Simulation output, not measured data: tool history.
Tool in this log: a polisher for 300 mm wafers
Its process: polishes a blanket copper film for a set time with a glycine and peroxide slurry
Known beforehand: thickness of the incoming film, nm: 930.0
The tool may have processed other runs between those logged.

| run | hour | flow of slurry (ml/min) | pressure of the wafer on the pad (kPa) | speed of the pad under the wafer (cm/s) | polishing time (s) | film removed (angstrom) |
|---|---|---|---|---|---|---|
| 1 | 0.0 | 245 | 23.4 | 80 | 68 | 4347.6 |
| 2 | 1.4 | 245 | 29.0 | 80 | 68 | 5204.6 |
| 3 | 6.9 | 225 | 29.0 | 80 | 68 | 5217.7 |
| 4 | 14.5 | 225 | 23.4 | 80 | 68 | 4274.8 |
| 5 | 21.5 | 275 | 23.4 | 80 | 68 | 4407.5 |
| 6 | 23.6 | 275 | 22.1 | 78 | 68 | 4018.1 |
| 7 | 26.1 | 275 | 20.7 | 76 | 68 | 3896.7 |
| 8 | 29.1 | 275 | 19.3 | 72 | 68 | 3469.0 |
| 9 | 37.8 | 275 | 17.9 | 70 | 68 | 3211.4 |
| 10 | 41.3 | 275 | 17.2 | 70 | 68 | 3083.9 |

What does the tool deliver on the next run?
| 11 | 43.6 | 275 | 16.5 | 70 | 68 | ? |

{"run 11": {"film removed (angstrom)": 3037.3}}

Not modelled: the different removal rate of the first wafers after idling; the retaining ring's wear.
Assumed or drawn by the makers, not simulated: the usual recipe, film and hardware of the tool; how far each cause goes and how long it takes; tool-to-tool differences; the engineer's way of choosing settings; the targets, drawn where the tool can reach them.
